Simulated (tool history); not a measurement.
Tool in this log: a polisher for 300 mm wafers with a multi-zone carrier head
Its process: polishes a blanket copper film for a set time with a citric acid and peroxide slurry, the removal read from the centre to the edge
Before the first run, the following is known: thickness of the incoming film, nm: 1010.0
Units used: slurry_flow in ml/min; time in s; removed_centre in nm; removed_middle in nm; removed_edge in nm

run    day  slurry_flow  centre_zone  middle_zone  edge_zone  slurry_solids  time  removed_centre  removed_middle  removed_edge
  1  0.000          230         1.00         1.00       1.00           1.00    45         128.220         123.760       132.000
  2  0.292          230         1.00         1.00       1.00           1.00    34          93.847          95.033        98.862
  3  0.483          195         1.00         1.00       1.00           1.00    34          94.122          91.780        98.319
  4  0.838          195         1.00         1.00       0.94           1.00    34          91.906          91.833        93.926
  5  0.871          215         1.04         1.03       1.01           1.15    39         115.860         111.300       114.390
  6  1.100          215         1.04         1.03       1.01           1.05    39         113.870         110.690       114.620
  7  1.208          220         1.07         1.05       1.06           1.15    43         130.820         124.680       131.380

Expected results for the next run?
     1.283  -- edge zone pressure recalibrated
  8  1.283          240         1.10         1.06       1.09           1.25    46               ?               ?             ?

Run 8 measured removed_centre 145.270 nm, removed_middle 141.110 nm, removed_edge 137.340 nm.

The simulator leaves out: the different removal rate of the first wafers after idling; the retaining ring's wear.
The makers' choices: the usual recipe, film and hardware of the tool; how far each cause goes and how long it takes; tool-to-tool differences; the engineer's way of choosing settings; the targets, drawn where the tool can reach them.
